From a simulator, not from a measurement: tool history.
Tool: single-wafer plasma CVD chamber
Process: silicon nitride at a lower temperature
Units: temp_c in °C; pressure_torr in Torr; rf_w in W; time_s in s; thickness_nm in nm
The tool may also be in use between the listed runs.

run    day  temp_c  pressure_torr  rf_w  time_s  thickness_nm
  1      0     355           1.63   235    29.6        27.151
  2  0.038     355           1.63   255    29.6        29.189
  3  0.129     355           1.63   270    29.6        30.689
  4   0.35     355           1.71   270    29.6        31.082
  5  0.625     355           1.71   250    29.6        29.138
  6  0.862     355           1.85   250    29.6        29.886
  7  1.175     355           1.96   250    29.6        30.431

The next listed run, before its measurement:
  8  1.271     355           2.05   250    29.6             ?

{"run 8": {"thickness_nm": 30.763}}
